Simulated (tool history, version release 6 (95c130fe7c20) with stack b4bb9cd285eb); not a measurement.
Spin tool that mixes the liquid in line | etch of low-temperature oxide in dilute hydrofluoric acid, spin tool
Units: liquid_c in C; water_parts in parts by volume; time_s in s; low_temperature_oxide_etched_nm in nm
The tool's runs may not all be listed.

| run | day | liquid_c | water_parts | time_s | low_temperature_oxide_etched_nm |
|---|---|---|---|---|---|
| 1 | 0 | 21 | 265 | 225 | 15.291 |
| 2 | 0.192 | 20.5 | 285 | 225 | 13.64 |
| 3 | 0.275 | 20.5 | 285 | 225 | 13.575 |
| 4 | 0.3 | 20.5 | 195 | 225 | 21.647 |
| 5 | 0.35 | 20 | 220 | 225 | 18.423 |
| 6 | 0.679 | 19.5 | 245 | 225 | 15.863 |
| 7 | 0.842 | 19 | 265 | 225 | 14.144 |

Run 8 comes next. What will it give?
| 8 | 0.883 | 18.5 | 280 | 225 | ? |

low_temperature_oxide_etched_nm: 12.935 nm
